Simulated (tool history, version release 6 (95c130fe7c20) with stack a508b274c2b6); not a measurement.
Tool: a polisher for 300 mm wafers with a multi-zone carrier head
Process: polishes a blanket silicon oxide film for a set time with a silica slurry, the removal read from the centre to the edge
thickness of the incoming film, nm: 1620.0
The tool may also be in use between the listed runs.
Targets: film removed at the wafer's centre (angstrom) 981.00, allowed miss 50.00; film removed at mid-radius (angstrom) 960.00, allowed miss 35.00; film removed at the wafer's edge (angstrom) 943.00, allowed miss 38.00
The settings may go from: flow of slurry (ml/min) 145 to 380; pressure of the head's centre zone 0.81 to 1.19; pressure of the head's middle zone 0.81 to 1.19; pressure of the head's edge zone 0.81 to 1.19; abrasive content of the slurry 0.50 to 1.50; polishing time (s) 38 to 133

run,hour,flow of slurry (ml/min),pressure of the head's centre zone,pressure of the head's middle zone,pressure of the head's edge zone,abrasive content of the slurry,polishing time (s),film removed at the wafer's centre (angstrom),film removed at mid-radius (angstrom),film removed at the wafer's edge (angstrom)
1,0.0,245,1.00,1.00,1.00,1.00,85,1818.80,1795.60,1793.70
2,3.6,245,1.04,1.00,1.00,1.00,85,1846.10,1796.20,1818.20
3,12.6,245,1.04,1.00,1.00,1.00,100,2179.90,2110.30,2107.20
4,16.6,245,1.03,1.00,0.99,0.95,95,1992.70,1942.30,1970.60
5,21.0,245,1.03,1.00,0.92,0.95,95,2058.50,1947.20,1901.80
6,29.4,245,1.02,1.00,0.91,0.90,90,1868.80,1816.60,1714.30
7,35.4,240,1.01,0.98,0.91,0.85,87,1739.70,1700.20,1648.60
8,39.0,240,1.01,0.97,0.91,0.80,83,1635.10,1531.20,1528.40
9,42.9,240,1.00,0.97,0.90,0.75,80,1473.20,1434.30,1390.30
10,51.4,240,1.00,0.96,0.90,0.70,78,1375.20,1314.20,1305.80

5 next moves are on the table. One of them brings every result within its allowed miss. Which?
A,59.9,245,1.04,1.04,0.85,0.55,56,?,?,?
B,59.9,220,1.07,0.81,1.03,0.65,66,?,?,?
C,59.9,280,1.11,0.93,0.91,0.90,92,?,?,?
D,59.9,255,0.87,0.86,1.07,0.75,113,?,?,?
E,59.9,145,0.98,0.94,0.83,0.65,64,?,?,?

move,film removed at the wafer's centre (angstrom),film removed at mid-radius (angstrom),film removed at the wafer's edge (angstrom)
A,900.57,877.48,802.82
B,1185.10,913.83,1133.80
C,2095.80,1738.40,1799.60
D,1816.00,1809.30,2165.00
E,981.14,941.80,948.24
A: takes the result that was furthest off past its target
B: takes the result that was furthest off past its target
C: further off than the last run
D: further off than the last run
E: meets every target
Move E is the one to make.
